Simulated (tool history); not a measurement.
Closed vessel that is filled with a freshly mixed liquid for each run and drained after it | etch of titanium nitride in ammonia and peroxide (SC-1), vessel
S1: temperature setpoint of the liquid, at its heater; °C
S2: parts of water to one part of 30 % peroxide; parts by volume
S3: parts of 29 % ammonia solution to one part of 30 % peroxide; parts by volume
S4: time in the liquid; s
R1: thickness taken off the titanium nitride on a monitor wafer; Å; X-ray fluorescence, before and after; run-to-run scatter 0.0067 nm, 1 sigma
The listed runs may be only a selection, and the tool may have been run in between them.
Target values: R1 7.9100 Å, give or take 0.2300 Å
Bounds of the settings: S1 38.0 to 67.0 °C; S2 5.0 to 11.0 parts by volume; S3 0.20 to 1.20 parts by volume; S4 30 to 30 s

run,hour,S1,S2,S3,S4,R1
1,0.0,51.0,6.0,0.80,30,20.9290
2,2.2,49.0,6.0,0.80,30,18.5110
3,5.3,49.0,6.0,0.70,30,18.1140
4,9.6,49.0,6.0,0.40,30,16.6800
5,17.8,49.0,6.0,0.55,30,17.2350
6,22.5,49.0,6.0,0.70,30,18.1770
7,26.1,47.0,6.5,0.70,30,14.9680
8,34.4,45.5,6.5,0.70,30,13.6190
9,38.0,44.0,6.5,0.70,30,12.3370
10,39.5,43.0,6.5,0.70,30,11.2470
11,41.3,42.0,6.5,0.70,30,10.4560
12,44.4,41.5,6.5,0.70,30,10.3250
13,53.0,41.0,6.5,0.70,30,9.7503
14,59.8,40.5,6.5,0.70,30,9.3961
15,68.6,40.5,6.5,0.70,30,9.4330

Consider the 5 candidate settings below. Which is the only one whose results all fall within their allowed miss of target?
A,77.4,38.5,7.5,1.00,30,?
B,77.4,43.5,6.0,0.60,30,?
C,77.4,42.5,6.5,0.65,30,?
D,77.4,40.5,5.5,0.70,30,?
E,77.4,43.0,6.5,0.80,30,?

move,R1
A,7.8971
B,11.7990
C,10.6890
D,10.0820
E,11.4220
A: every result within its allowed miss
B: further off than the last run
C: further off than the last run
D: further off than the last run
E: further off than the last run
The right move is A.
